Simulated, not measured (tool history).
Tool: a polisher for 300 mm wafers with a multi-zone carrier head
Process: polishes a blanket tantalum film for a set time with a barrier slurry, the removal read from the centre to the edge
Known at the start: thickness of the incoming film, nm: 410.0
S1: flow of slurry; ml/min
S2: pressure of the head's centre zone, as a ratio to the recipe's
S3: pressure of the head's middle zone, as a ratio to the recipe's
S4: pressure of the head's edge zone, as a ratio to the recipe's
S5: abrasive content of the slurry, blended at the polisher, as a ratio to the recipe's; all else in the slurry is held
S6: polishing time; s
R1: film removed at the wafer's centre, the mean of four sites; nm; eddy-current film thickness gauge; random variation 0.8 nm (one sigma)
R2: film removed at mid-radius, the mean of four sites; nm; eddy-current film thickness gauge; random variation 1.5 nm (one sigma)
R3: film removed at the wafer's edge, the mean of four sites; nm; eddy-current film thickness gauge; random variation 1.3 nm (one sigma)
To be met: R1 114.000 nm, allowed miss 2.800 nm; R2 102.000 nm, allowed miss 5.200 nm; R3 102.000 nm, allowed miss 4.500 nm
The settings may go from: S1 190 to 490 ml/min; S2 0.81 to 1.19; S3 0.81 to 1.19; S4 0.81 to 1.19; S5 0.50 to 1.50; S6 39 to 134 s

| run | day | S1 | S2 | S3 | S4 | S5 | S6 | R1 | R2 | R3 |
|---|---|---|---|---|---|---|---|---|---|---|
| 1 | 0.000 | 315 | 1.00 | 1.00 | 1.00 | 1.00 | 86 | 100.970 | 106.920 | 101.600 |
| 2 | 0.229 | 325 | 1.03 | 0.99 | 1.00 | 1.00 | 86 | 104.010 | 108.140 | 103.580 |
| 3 | 0.558 | 325 | 1.03 | 0.99 | 1.00 | 1.10 | 86 | 109.020 | 108.580 | 108.480 |
| 4 | 0.625 | 325 | 1.05 | 0.97 | 0.97 | 1.10 | 86 | 108.410 | 106.060 | 105.470 |
| 5 | 0.750 | 325 | 1.05 | 0.97 | 0.97 | 1.10 | 66 | 84.107 | 82.369 | 82.157 |
| 6 | 0.958 | 325 | 1.05 | 0.97 | 0.97 | 1.10 | 54 | 69.312 | 67.316 | 65.980 |
| 7 | 1.242 | 360 | 1.15 | 1.04 | 1.07 | 1.35 | 73 | 109.600 | 100.110 | 98.581 |
| 8 | 1.417 | 365 | 1.16 | 1.04 | 1.08 | 1.35 | 73 | 108.660 | 103.200 | 99.763 |

Which of these 5 next moves meets every target?
| A | 1.592 | 305 | 1.16 | 1.01 | 1.06 | 1.40 | 77 | ? | ? | ? |
| B | 1.592 | 370 | 1.18 | 1.01 | 1.01 | 1.45 | 68 | ? | ? | ? |
| C | 1.592 | 455 | 1.19 | 0.93 | 1.11 | 1.35 | 73 | ? | ? | ? |
| D | 1.592 | 390 | 1.19 | 1.05 | 0.92 | 1.35 | 73 | ? | ? | ? |
| E | 1.592 | 345 | 1.19 | 0.97 | 1.04 | 1.40 | 69 | ? | ? | ? |

| move | R1 | R2 | R3 |
|---|---|---|---|
| A | 114.630 | 103.820 | 103.520 |
| B | 105.300 | 93.610 | 90.864 |
| C | 113.910 | 93.592 | 101.870 |
| D | 112.820 | 102.720 | 92.165 |
| E | 106.410 | 90.712 | 92.576 |
A: meets every target
B: further off than the last run
C: brings the result that was furthest off to its target, and leaves another outside
D: brings the result that was furthest off to its target, and leaves another outside
E: further off than the last run
Answer: A
